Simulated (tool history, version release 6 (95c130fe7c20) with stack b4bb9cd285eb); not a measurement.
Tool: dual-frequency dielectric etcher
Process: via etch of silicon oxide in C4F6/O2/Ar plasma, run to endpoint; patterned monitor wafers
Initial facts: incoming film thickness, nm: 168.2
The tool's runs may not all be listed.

run,day,bias power (W),source power (W),Ar flow (sccm),endpoint time (s)
1,0,523,350,296,33.86
2,0.133,523,350,269,33.555
3,0.192,460,350,269,34.431
4,0.504,443,340,271,35.286
5,0.696,428,330,272,36.026
6,0.838,414,330,272,36.518

Run 7 comes next. What will it give?
7,0.896,402,330,272,?

Run 7 came out at endpoint time (s) 36.487.
